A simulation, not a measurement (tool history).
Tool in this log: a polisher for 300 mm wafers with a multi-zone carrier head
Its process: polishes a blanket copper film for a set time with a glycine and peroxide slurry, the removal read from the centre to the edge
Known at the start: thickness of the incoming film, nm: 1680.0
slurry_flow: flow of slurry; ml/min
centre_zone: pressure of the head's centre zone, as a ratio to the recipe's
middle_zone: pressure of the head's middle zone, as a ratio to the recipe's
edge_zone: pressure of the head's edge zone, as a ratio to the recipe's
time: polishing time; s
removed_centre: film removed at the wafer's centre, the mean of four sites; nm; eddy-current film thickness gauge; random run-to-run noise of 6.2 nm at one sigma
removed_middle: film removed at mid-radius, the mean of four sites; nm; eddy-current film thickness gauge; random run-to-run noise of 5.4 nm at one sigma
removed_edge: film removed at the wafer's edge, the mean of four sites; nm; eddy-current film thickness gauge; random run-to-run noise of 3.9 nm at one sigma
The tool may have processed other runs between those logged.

Run 1, hour 0.0: slurry_flow 195 ml/min, centre_zone 1.00, middle_zone 1.00, edge_zone 1.00, time 75 s. Result: removed_centre 506.11 nm, removed_middle 560.54 nm, removed_edge 594.83 nm.
Run 2, hour 7.4: slurry_flow 195 ml/min, centre_zone 1.02, middle_zone 0.99, edge_zone 0.98, time 72 s. Result: removed_centre 508.40 nm, removed_middle 531.70 nm, removed_edge 564.77 nm.
Run 3, hour 13.4: slurry_flow 195 ml/min, centre_zone 1.02, middle_zone 1.06, edge_zone 0.98, time 72 s. Result: removed_centre 488.57 nm, removed_middle 576.90 nm, removed_edge 560.67 nm.
Run 4, hour 14.5: slurry_flow 190 ml/min, centre_zone 1.03, middle_zone 1.05, edge_zone 0.96, time 70 s. Result: removed_centre 490.78 nm, removed_middle 553.16 nm, removed_edge 531.68 nm.
Run 5, hour 19.7: slurry_flow 185 ml/min, centre_zone 1.03, middle_zone 1.03, edge_zone 0.94, time 69 s. Result: removed_centre 472.98 nm, removed_middle 516.46 nm, removed_edge 528.41 nm.
Run 6, hour 26.8: slurry_flow 185 ml/min, centre_zone 1.03, middle_zone 1.03, edge_zone 0.94, time 62 s. Result: removed_centre 431.48 nm, removed_middle 475.71 nm, removed_edge 464.53 nm.

Run 7, settings as shown, results not yet in. Your forecast:
Run 7, hour 34.2: slurry_flow 180 ml/min, centre_zone 1.04, middle_zone 1.02, edge_zone 0.93, time 62 s. Result: removed_centre ?, removed_middle ?, removed_edge ?.

removed_centre: 425.47 nm
removed_middle: 467.33 nm
removed_edge: 468.67 nm
